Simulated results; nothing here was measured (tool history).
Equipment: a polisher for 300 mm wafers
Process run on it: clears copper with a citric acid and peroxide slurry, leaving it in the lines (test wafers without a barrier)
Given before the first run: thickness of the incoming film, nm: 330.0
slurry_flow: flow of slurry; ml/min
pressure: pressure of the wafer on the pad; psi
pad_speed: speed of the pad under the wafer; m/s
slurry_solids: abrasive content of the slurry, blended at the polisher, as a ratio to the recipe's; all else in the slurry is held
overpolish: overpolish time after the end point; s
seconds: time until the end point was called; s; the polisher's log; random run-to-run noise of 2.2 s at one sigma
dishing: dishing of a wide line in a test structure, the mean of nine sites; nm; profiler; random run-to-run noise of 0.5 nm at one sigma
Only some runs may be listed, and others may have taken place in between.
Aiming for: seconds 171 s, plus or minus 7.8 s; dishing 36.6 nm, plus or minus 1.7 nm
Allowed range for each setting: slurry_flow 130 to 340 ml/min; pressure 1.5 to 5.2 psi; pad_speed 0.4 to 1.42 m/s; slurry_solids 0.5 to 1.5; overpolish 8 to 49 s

run  hour  slurry_flow  pressure  pad_speed  slurry_solids  overpolish  seconds  dishing
  1     0          220       3.3        0.9              1          25   143.76   43.768
  2   7.1          220       3.3        1.1              1          25   118.74   50.364
  3   8.7          220         3        1.1              1          25   125.64   48.245
  4  16.3          220         3       0.88              1          25   155.34   40.724
  5  17.7          220         3       0.88           1.15          25   148.32   40.169
  6  21.8          220       2.9       0.88           1.15          25   158.74   40.576
     22.4  -- slurry blender recalibrated
  7  22.4          220       2.8       0.88           1.15          25   154.53   41.317
  8  24.8          220       2.7       0.88           1.15          25   157.87   40.742
  9  27.7          220       2.7       0.88           1.15          25   158.45   40.938

Below are 5 possible settings for the next run. Only one of them brings all results inside the allowed miss of their targets. Which is it?
  A  30.6          205       2.7        0.9            1.1          31        ?        ?
  B  30.6          215       3.1        0.9           1.15          22        ?        ?
  C  30.6          275       3.2        0.7           1.15          24        ?        ?
  D  30.6          205       3.5       0.84            1.3          25        ?        ?
  E  30.6          280       2.2       1.08           1.05          25        ?        ?

move  seconds  dishing
   A   158.52    49.71
   B   144.91    40.45
   C   176.47   36.867
   D   142.22   45.884
   E   143.52   44.974
A: the biggest miss grows against the last run
B: the biggest miss grows against the last run
C: every result lands within tolerance
D: the biggest miss grows against the last run
E: the biggest miss grows against the last run
Move C is the one to make.
